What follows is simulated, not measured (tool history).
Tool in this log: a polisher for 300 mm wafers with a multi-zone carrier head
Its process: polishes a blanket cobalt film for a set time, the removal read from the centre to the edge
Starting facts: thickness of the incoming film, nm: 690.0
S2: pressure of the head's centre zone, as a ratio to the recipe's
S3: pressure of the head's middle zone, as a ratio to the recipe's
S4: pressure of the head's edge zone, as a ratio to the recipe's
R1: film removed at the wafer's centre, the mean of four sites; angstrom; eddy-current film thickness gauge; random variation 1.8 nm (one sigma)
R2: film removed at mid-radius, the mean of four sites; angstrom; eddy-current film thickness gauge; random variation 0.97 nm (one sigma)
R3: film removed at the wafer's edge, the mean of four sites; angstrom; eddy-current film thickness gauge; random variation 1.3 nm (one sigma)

Run 1, hour 0: flow of slurry (ml/min) 170, S2 1, S3 1, S4 1, polishing time (s) 53. Result: R1 2445.3 angstrom, R2 2412.1 angstrom, R3 2509.6 angstrom.
Run 2, hour 6.4: flow of slurry (ml/min) 165, S2 1.01, S3 0.98, S4 0.96, polishing time (s) 46. Result: R1 2141.6 angstrom, R2 2067.2 angstrom, R3 2083.2 angstrom.
Run 3, hour 15: flow of slurry (ml/min) 155, S2 1, S3 0.94, S4 0.93, polishing time (s) 43. Result: R1 1910.9 angstrom, R2 1852.5 angstrom, R3 1903.5 angstrom.
Run 4, hour 17.1: flow of slurry (ml/min) 150, S2 1.01, S3 0.91, S4 0.9, polishing time (s) 41. Result: R1 1859.1 angstrom, R2 1712.5 angstrom, R3 1826 angstrom.
Run 5, hour 20.3: flow of slurry (ml/min) 150, S2 1.01, S3 0.91, S4 0.9, polishing time (s) 53. Result: R1 2413.6 angstrom, R2 2212.6 angstrom, R3 2315.3 angstrom.
Run 6, hour 29: flow of slurry (ml/min) 145, S2 1.02, S3 0.9, S4 0.88, polishing time (s) 47. Result: R1 2125 angstrom, R2 1970.1 angstrom, R3 2020.5 angstrom.
Run 7, hour 34.7: flow of slurry (ml/min) 145, S2 1.03, S3 0.88, S4 0.87, polishing time (s) 43. Result: R1 1962.3 angstrom, R2 1728.2 angstrom, R3 1856.6 angstrom.
Run 8, hour 42.2: flow of slurry (ml/min) 140, S2 1.03, S3 0.88, S4 0.85, polishing time (s) 40. Result: R1 1777.9 angstrom, R2 1607.3 angstrom, R3 1675.9 angstrom.

Forecast run 9:
Run 9, hour 49.8: flow of slurry (ml/min) 135, S2 1.04, S3 0.87, S4 0.84, polishing time (s) 39. Result: R1 ?, R2 ?, R3 ?.

R1: 1743.4 angstrom
R2: 1553.3 angstrom
R3: 1613.9 angstrom

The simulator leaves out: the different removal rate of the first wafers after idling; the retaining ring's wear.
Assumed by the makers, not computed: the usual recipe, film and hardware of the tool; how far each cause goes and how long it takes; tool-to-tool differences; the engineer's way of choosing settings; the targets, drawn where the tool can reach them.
